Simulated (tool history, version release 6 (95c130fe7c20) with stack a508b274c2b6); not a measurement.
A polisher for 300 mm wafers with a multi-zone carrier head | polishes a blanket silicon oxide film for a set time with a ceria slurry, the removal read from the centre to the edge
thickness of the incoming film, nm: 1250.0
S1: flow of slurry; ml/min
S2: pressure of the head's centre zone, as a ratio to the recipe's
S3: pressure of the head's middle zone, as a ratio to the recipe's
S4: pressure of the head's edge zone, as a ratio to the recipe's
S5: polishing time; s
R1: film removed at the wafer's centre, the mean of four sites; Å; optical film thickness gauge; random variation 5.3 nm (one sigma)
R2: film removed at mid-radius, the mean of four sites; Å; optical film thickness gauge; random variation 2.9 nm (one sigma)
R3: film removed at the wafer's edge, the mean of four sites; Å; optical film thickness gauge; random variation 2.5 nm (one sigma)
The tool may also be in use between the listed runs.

run  hour   S1    S2    S3    S4  S5      R1      R2      R3
  1   0.0  170  1.00  1.00  1.00  66  3167.9  3103.8  2980.7
  2   9.0  190  1.03  1.05  1.04  68  3391.0  3372.1  3151.1
  3  11.2  190  1.03  1.05  1.04  56  2807.2  2805.6  2584.0
  4  12.2  205  1.06  1.08  1.06  62  3229.7  3145.6  2959.9
  5  15.8  205  1.06  1.11  1.06  62  3257.4  3224.8  2928.0
  6  21.7  215  1.07  1.13  1.06  66  3562.4  3551.3  3146.5
  7  25.3  225  1.08  1.15  1.07  69  3710.6  3759.3  3293.4
  8  31.9  230  1.09  1.16  1.08  71  3863.1  3849.7  3427.4

The next listed run, before its measurement:
  9  39.0  235  1.09  1.17  1.08  73   ?   ?   ?

Run 9 gave R1 4023.5 Å, R2 4039.0 Å, R3 3535.5 Å.
